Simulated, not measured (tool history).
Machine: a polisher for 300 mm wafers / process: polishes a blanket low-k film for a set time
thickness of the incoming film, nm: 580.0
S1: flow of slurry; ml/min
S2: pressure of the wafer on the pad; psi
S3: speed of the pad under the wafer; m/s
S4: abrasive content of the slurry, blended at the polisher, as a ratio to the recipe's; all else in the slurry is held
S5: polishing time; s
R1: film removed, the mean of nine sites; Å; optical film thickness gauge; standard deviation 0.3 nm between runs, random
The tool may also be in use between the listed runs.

run,hour,S1,S2,S3,S4,S5,R1
1,0,190,1.9,1,1,36,138.94
2,8,190,2.1,1.02,1,36,151.43
3,11.3,190,2.1,1.02,1,32,135.45
4,16.7,230,2.1,1.02,1,32,138.11
5,19.6,230,2.3,1.06,1,32,154.22
6,27.7,230,2.3,1.06,0.9,32,144.06
# hour 30.3: worn pad replaced by a new one
7,30.3,230,2.5,1.1,0.9,32,176.18
8,33.5,230,2.6,1.1,0.9,32,180.22

For run 9, what comes out?
9,35.2,230,2.7,1.1,0.9,32,?

R1: 191.7 Å
